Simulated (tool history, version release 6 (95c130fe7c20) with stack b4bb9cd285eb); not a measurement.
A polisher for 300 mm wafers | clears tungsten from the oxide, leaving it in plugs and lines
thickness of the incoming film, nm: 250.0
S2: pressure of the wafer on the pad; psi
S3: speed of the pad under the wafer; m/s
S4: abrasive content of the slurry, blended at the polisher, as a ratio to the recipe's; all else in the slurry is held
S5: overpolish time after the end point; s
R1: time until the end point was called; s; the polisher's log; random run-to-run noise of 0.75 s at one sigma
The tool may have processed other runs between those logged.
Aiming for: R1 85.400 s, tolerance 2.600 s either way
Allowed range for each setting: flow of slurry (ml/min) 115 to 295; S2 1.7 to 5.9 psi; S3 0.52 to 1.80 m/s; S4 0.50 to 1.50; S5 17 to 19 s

{"run": 1, "hour": 0.0, "flow of slurry (ml/min)": 190, "S2": 3.8, "S3": 1.16, "S4": 1.0, "S5": 17, "R1": 43.976}
{"run": 2, "hour": 6.7, "flow of slurry (ml/min)": 190, "S2": 3.8, "S3": 1.16, "S4": 1.15, "S5": 17, "R1": 41.861}
{"run": 3, "hour": 9.6, "flow of slurry (ml/min)": 145, "S2": 3.8, "S3": 1.16, "S4": 1.15, "S5": 17, "R1": 42.808}
{"run": 4, "hour": 13.2, "flow of slurry (ml/min)": 145, "S2": 3.8, "S3": 1.0, "S4": 1.15, "S5": 17, "R1": 49.603}
{"run": 5, "hour": 18.0, "flow of slurry (ml/min)": 145, "S2": 3.4, "S3": 1.0, "S4": 1.15, "S5": 17, "R1": 55.936}
{"run": 6, "hour": 21.7, "flow of slurry (ml/min)": 145, "S2": 3.4, "S3": 1.0, "S4": 1.15, "S5": 17, "R1": 55.338}
{"run": 7, "hour": 22.3, "flow of slurry (ml/min)": 145, "S2": 3.1, "S3": 1.0, "S4": 1.15, "S5": 17, "R1": 59.757}
{"run": 8, "hour": 25.0, "flow of slurry (ml/min)": 145, "S2": 2.8, "S3": 1.0, "S4": 1.15, "S5": 17, "R1": 66.2}
{"run": 9, "hour": 29.7, "flow of slurry (ml/min)": 140, "S2": 1.8, "S3": 1.0, "S4": 1.15, "S5": 17, "R1": 94.452}
{"run": 10, "hour": 38.0, "flow of slurry (ml/min)": 140, "S2": 1.9, "S3": 1.0, "S4": 1.15, "S5": 17, "R1": 91.579}

Exactly one of the 4 candidate moves below puts every result within its allowed miss. Which one?
{"run": "A", "hour": 46.3, "flow of slurry (ml/min)": 130, "S2": 2.0, "S3": 1.04, "S4": 1.2, "S5": 17, "R1": "?"}
{"run": "B", "hour": 46.3, "flow of slurry (ml/min)": 155, "S2": 1.7, "S3": 1.14, "S4": 1.05, "S5": 17, "R1": "?"}
{"run": "C", "hour": 46.3, "flow of slurry (ml/min)": 170, "S2": 1.7, "S3": 1.1, "S4": 1.1, "S5": 18, "R1": "?"}
{"run": "D", "hour": 46.3, "flow of slurry (ml/min)": 120, "S2": 2.1, "S3": 0.84, "S4": 1.15, "S5": 17, "R1": "?"}

move=A R1=84.323
move=B R1=90.337
move=C R1=91.566
move=D R1=100.880
A: every result within its allowed miss
B: closes in on the targets versus the last run, not all within tolerance yet
C: just as far off the targets as the last run
D: moves away from the targets compared with the last run
Move A is the one to make.
